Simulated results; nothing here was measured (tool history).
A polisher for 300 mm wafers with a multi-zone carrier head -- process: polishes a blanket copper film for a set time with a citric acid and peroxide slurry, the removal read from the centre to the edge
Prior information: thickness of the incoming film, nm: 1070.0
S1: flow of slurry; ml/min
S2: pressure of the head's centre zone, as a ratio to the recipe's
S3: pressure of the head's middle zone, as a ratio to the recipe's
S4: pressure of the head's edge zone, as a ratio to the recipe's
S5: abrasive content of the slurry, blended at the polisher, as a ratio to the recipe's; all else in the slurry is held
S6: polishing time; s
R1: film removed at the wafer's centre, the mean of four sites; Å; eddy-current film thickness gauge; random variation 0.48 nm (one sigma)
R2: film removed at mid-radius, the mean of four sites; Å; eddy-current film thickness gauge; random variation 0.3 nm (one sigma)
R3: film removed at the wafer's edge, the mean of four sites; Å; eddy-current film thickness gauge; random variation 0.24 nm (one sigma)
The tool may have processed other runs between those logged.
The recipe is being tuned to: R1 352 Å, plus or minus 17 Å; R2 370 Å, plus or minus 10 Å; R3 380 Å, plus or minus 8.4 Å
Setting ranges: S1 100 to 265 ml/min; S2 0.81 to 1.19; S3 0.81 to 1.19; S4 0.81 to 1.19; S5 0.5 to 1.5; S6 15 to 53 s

run,hour,S1,S2,S3,S4,S5,S6,R1,R2,R3
1,0,170,1,1,1,1,34,643.06,641.73,651.73
2,1,160,0.97,0.98,0.97,0.9,31,572.78,571.16,567.43
3,7.5,150,0.94,0.96,0.98,0.8,29,504.33,504.86,518.21
4,12.2,150,0.94,0.96,0.98,0.9,29,508.6,522.81,534.6
5,20.5,150,0.94,0.92,0.98,0.9,29,512.46,505.56,525.28
6,25.9,150,0.89,0.92,0.98,0.9,29,485.38,501.33,534.07
7,29.4,140,0.87,0.91,0.96,0.8,28,458.12,465.68,493.94
8,37.6,135,0.86,0.92,0.95,0.75,27,427.57,442.37,464.54
9,41.3,130,0.85,0.92,0.94,0.7,26,403.37,410.35,442.21
10,43.7,125,0.84,0.94,0.92,0.65,26,384.88,409.56,427.91
11,51,120,0.84,0.94,0.9,0.6,26,388.23,407.19,410.99
12,57.5,115,0.83,0.94,0.9,0.6,26,364.77,398.82,409.51
13,63.8,110,0.83,0.93,0.88,0.6,26,371.58,394.53,403.81
14,67.5,110,0.83,0.93,0.87,0.6,26,374.77,394.75,405.28
15,75.5,110,0.83,0.93,0.86,0.6,26,368.85,395.31,402.15
16,79.6,110,0.83,0.92,0.85,0.6,26,363.76,387.29,396.67
17,83,110,0.83,0.92,0.84,0.6,26,365.74,395.81,394.92
18,85.5,110,0.83,0.91,0.84,0.6,26,368.77,381.4,395.47
19,89.5,110,0.83,0.91,0.83,0.6,26,369.03,394.19,390.68
20,90.7,110,0.83,0.9,0.83,0.6,26,370.05,384.03,391.91

Which of these 5 next moves meets every target?
A,91.9,110,0.93,0.81,0.9,0.6,25,?,?,?
B,91.9,135,0.94,0.84,0.84,0.65,24,?,?,?
C,91.9,185,1.03,1.02,0.81,0.6,22,?,?,?
D,91.9,100,0.83,0.82,0.84,0.5,26,?,?,?
E,91.9,125,0.81,0.9,0.85,0.6,24,?,?,?

move,R1,R2,R3
A,377.62,348.39,389.01
B,393.88,366.28,380.82
C,405.64,401.21,355.15
D,346.27,345.13,374.38
E,350.2,371.01,373.01
A: the biggest miss grows against the last run
B: the worst result of the last run now meets its target, but another is out of spec
C: takes the biggest miss from the last run beyond its target
D: the worst result of the last run now meets its target, but another is out of spec
E: meets every target
Correct choice: E, which meets every target

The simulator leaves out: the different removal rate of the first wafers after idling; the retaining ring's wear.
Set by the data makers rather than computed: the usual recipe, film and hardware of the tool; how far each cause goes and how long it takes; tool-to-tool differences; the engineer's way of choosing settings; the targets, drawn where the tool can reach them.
